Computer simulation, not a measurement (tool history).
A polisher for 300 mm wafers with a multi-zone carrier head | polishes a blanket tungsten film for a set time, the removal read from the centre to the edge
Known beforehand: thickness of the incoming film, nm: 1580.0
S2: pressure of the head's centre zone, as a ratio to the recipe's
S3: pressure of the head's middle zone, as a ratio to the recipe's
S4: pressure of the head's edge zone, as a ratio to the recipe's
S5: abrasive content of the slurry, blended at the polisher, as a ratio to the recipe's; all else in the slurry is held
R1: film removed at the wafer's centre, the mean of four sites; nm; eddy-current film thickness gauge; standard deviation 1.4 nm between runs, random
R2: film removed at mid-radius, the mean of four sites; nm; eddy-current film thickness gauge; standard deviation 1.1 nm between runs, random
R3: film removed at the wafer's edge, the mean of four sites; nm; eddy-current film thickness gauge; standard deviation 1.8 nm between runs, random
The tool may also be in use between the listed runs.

Run 1, hour 0.0: flow of slurry (ml/min) 190, S2 1.00, S3 1.00, S4 1.00, S5 1.00, polishing time (s) 37. Result: R1 218.58 nm, R2 219.34 nm, R3 221.08 nm.
Run 2, hour 6.2: flow of slurry (ml/min) 230, S2 1.00, S3 1.00, S4 1.00, S5 1.00, polishing time (s) 37. Result: R1 224.75 nm, R2 223.84 nm, R3 222.16 nm.
Run 3, hour 13.4: flow of slurry (ml/min) 240, S2 0.99, S3 0.99, S4 0.97, S5 0.90, polishing time (s) 35. Result: R1 207.90 nm, R2 207.87 nm, R3 199.33 nm.
Run 4, hour 14.2: flow of slurry (ml/min) 285, S2 0.99, S3 0.99, S4 0.97, S5 0.90, polishing time (s) 35. Result: R1 213.25 nm, R2 211.38 nm, R3 209.35 nm.
Run 5, hour 19.5: flow of slurry (ml/min) 270, S2 0.97, S3 0.96, S4 0.94, S5 0.80, polishing time (s) 34. Result: R1 199.79 nm, R2 192.72 nm, R3 192.71 nm.
Run 6, hour 22.7: flow of slurry (ml/min) 295, S2 0.97, S3 0.96, S4 0.94, S5 0.80, polishing time (s) 34. Result: R1 199.88 nm, R2 197.12 nm, R3 192.76 nm.
Run 7, hour 26.1: flow of slurry (ml/min) 285, S2 0.95, S3 0.94, S4 0.91, S5 0.75, polishing time (s) 33. Result: R1 189.87 nm, R2 184.41 nm, R3 181.82 nm.
Run 8, hour 27.8: flow of slurry (ml/min) 275, S2 0.93, S3 0.93, S4 0.89, S5 0.70, polishing time (s) 33. Result: R1 179.24 nm, R2 180.90 nm, R3 183.28 nm.

For run 9, what comes out?
Run 9, hour 30.3: flow of slurry (ml/min) 275, S2 0.93, S3 0.93, S4 0.88, S5 0.65, polishing time (s) 32. Result: R1 ?, R2 ?, R3 ?.

R1: 174.04 nm
R2: 173.39 nm
R3: 169.87 nm
